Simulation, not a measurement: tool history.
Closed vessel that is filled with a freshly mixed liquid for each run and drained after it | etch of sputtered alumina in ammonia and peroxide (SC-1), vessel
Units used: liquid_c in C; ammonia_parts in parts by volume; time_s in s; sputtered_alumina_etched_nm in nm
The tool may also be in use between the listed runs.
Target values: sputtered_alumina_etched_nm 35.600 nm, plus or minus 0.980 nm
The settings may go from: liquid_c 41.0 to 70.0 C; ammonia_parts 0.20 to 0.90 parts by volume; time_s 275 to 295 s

run  hour  liquid_c  ammonia_parts  time_s  sputtered_alumina_etched_nm
  1   0.0      57.0           0.50     275                       23.939
  2   3.9      59.0           0.50     275                       26.675
  3   6.3      59.0           0.50     295                       28.877
  4  10.0      60.0           0.50     295                       30.401
  5  18.6      60.0           0.50     275                       28.048
  6  24.3      60.0           0.50     275                       28.571
  7  32.0      61.0           0.50     275                       29.947
  8  37.4      62.0           0.50     275                       31.564
  9  40.0      62.5           0.50     275                       32.123
 10  45.5      63.0           0.50     275                       32.787

Which of these 5 next moves meets every target?
  A  51.0      61.0           0.50     275                            ?
  B  51.0      65.0           0.20     275                            ?
  C  51.0      64.0           0.40     285                            ?
  D  51.0      63.5           0.55     275                            ?
  E  51.0      61.0           0.70     275                            ?

move  sputtered_alumina_etched_nm
   A                       29.701
   B                       33.309
   C                       35.067
   D                       34.007
   E                       30.660
A: the biggest miss grows against the last run
B: nearer than the last run, and not there yet
C: all results land within tolerance of their targets
D: nearer than the last run, and not there yet
E: the biggest miss grows against the last run
So the answer is move C, the one that meets all the targets.
